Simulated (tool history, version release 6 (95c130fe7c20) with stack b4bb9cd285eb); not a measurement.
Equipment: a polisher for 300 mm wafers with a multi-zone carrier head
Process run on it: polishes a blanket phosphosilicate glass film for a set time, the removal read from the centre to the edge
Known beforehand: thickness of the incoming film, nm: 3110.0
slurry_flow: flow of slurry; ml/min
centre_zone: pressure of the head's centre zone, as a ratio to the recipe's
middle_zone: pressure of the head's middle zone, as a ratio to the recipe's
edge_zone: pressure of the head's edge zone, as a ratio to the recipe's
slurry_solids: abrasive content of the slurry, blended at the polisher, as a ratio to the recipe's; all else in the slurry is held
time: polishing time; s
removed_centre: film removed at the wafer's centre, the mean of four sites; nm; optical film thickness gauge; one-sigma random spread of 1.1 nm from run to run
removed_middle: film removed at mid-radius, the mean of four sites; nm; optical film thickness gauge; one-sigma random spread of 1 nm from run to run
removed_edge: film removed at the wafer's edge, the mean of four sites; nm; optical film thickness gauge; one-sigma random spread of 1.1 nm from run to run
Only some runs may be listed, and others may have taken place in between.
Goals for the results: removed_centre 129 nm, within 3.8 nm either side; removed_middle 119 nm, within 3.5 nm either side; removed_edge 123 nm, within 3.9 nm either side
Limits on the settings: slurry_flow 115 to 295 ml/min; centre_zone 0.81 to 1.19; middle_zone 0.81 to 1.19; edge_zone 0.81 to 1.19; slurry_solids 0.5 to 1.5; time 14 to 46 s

Run 1, hour 0: slurry_flow 190 ml/min, centre_zone 1, middle_zone 1, edge_zone 1, slurry_solids 1, time 30 s. Result: removed_centre 215.22 nm, removed_middle 214.22 nm, removed_edge 210.21 nm.
Run 2, hour 5.1: slurry_flow 185 ml/min, centre_zone 0.99, middle_zone 0.97, edge_zone 0.97, slurry_solids 0.9, time 29 s. Result: removed_centre 195.65 nm, removed_middle 193.23 nm, removed_edge 191.36 nm.
Run 3, hour 13.4: slurry_flow 185 ml/min, centre_zone 1.05, middle_zone 0.97, edge_zone 0.97, slurry_solids 0.9, time 29 s. Result: removed_centre 207.98 nm, removed_middle 193.17 nm, removed_edge 189.38 nm.
Run 4, hour 22.3: slurry_flow 185 ml/min, centre_zone 1.05, middle_zone 0.89, edge_zone 0.97, slurry_solids 0.9, time 29 s. Result: removed_centre 208.53 nm, removed_middle 181.46 nm, removed_edge 191.71 nm.
Run 5, hour 27: slurry_flow 180 ml/min, centre_zone 1.04, middle_zone 0.88, edge_zone 0.95, slurry_solids 0.8, time 28 s. Result: removed_centre 190.02 nm, removed_middle 163.82 nm, removed_edge 175.46 nm.
Run 6, hour 35.4: slurry_flow 180 ml/min, centre_zone 1.04, middle_zone 0.88, edge_zone 0.95, slurry_solids 0.7, time 28 s. Result: removed_centre 179.58 nm, removed_middle 155.67 nm, removed_edge 163.8 nm.
Run 7, hour 41.9: slurry_flow 175 ml/min, centre_zone 1.02, middle_zone 0.88, edge_zone 0.93, slurry_solids 0.65, time 27 s. Result: removed_centre 163.73 nm, removed_middle 144.97 nm, removed_edge 152.07 nm.
Run 8, hour 46.4: slurry_flow 170 ml/min, centre_zone 1.01, middle_zone 0.88, edge_zone 0.91, slurry_solids 0.6, time 27 s. Result: removed_centre 154.23 nm, removed_middle 136.98 nm, removed_edge 142.84 nm.
Run 9, hour 51.9: slurry_flow 165 ml/min, centre_zone 1, middle_zone 0.88, edge_zone 0.89, slurry_solids 0.6, time 27 s. Result: removed_centre 153.25 nm, removed_middle 137.04 nm, removed_edge 140.81 nm.
Run 10, hour 54.6: slurry_flow 160 ml/min, centre_zone 0.99, middle_zone 0.87, edge_zone 0.88, slurry_solids 0.6, time 27 s. Result: removed_centre 148.02 nm, removed_middle 135.02 nm, removed_edge 139.69 nm.
Run 11, hour 61.5: slurry_flow 155 ml/min, centre_zone 0.99, middle_zone 0.86, edge_zone 0.87, slurry_solids 0.6, time 27 s. Result: removed_centre 146.12 nm, removed_middle 133.38 nm, removed_edge 138.68 nm.
Run 12, hour 69.1: slurry_flow 145 ml/min, centre_zone 0.97, middle_zone 0.84, edge_zone 0.81, slurry_solids 0.5, time 25 s. Result: removed_centre 121.45 nm, removed_middle 110.8 nm, removed_edge 113.74 nm.
Run 13, hour 74.5: slurry_flow 155 ml/min, centre_zone 0.97, middle_zone 0.84, edge_zone 0.82, slurry_solids 0.5, time 25 s. Result: removed_centre 125.32 nm, removed_middle 110.24 nm, removed_edge 114.96 nm.
Run 14, hour 75.2: slurry_flow 155 ml/min, centre_zone 0.97, middle_zone 0.84, edge_zone 0.82, slurry_solids 0.5, time 25 s. Result: removed_centre 123.09 nm, removed_middle 110.67 nm, removed_edge 115.8 nm.
Run 15, hour 76.9: slurry_flow 160 ml/min, centre_zone 0.97, middle_zone 0.85, edge_zone 0.83, slurry_solids 0.5, time 25 s. Result: removed_centre 124.18 nm, removed_middle 113.26 nm, removed_edge 116.86 nm.
Run 16, hour 85.5: slurry_flow 165 ml/min, centre_zone 0.97, middle_zone 0.85, edge_zone 0.84, slurry_solids 0.5, time 25 s. Result: removed_centre 126.29 nm, removed_middle 115.07 nm, removed_edge 117.09 nm.
Run 17, hour 93.4: slurry_flow 165 ml/min, centre_zone 0.97, middle_zone 0.85, edge_zone 0.85, slurry_solids 0.5, time 25 s. Result: removed_centre 125.88 nm, removed_middle 114.32 nm, removed_edge 118.75 nm.

Exactly one of the 5 candidate moves below puts every result within its allowed miss. Which one?
Run A, hour 101.3: slurry_flow 170 ml/min, centre_zone 0.95, middle_zone 0.84, edge_zone 0.82, slurry_solids 0.5, time 26 s. Result: removed_centre ?, removed_middle ?, removed_edge ?.
Run B, hour 101.3: slurry_flow 155 ml/min, centre_zone 0.95, middle_zone 0.9, edge_zone 0.86, slurry_solids 0.5, time 25 s. Result: removed_centre ?, removed_middle ?, removed_edge ?.
Run C, hour 101.3: slurry_flow 200 ml/min, centre_zone 1.03, middle_zone 0.83, edge_zone 0.83, slurry_solids 0.5, time 26 s. Result: removed_centre ?, removed_middle ?, removed_edge ?.
Run D, hour 101.3: slurry_flow 180 ml/min, centre_zone 1.01, middle_zone 0.83, edge_zone 0.82, slurry_solids 0.55, time 25 s. Result: removed_centre ?, removed_middle ?, removed_edge ?.
Run E, hour 101.3: slurry_flow 190 ml/min, centre_zone 1.01, middle_zone 0.85, edge_zone 0.85, slurry_solids 0.7, time 22 s. Result: removed_centre ?, removed_middle ?, removed_edge ?.

move  removed_centre  removed_middle  removed_edge
   A          127.73          118.99        119.49
   B           120.6          118.74        115.86
   C          142.61          120.92        122.45
   D          137.91          119.51        120.88
   E           136.5          120.34        121.12
A: every result within its allowed miss
B: the worst result of the last run now meets its target, but another is out of spec
C: the worst result of the last run now meets its target, but another is out of spec
D: the worst result of the last run now meets its target, but another is out of spec
E: the worst result of the last run now meets its target, but another is out of spec
A meets every target.
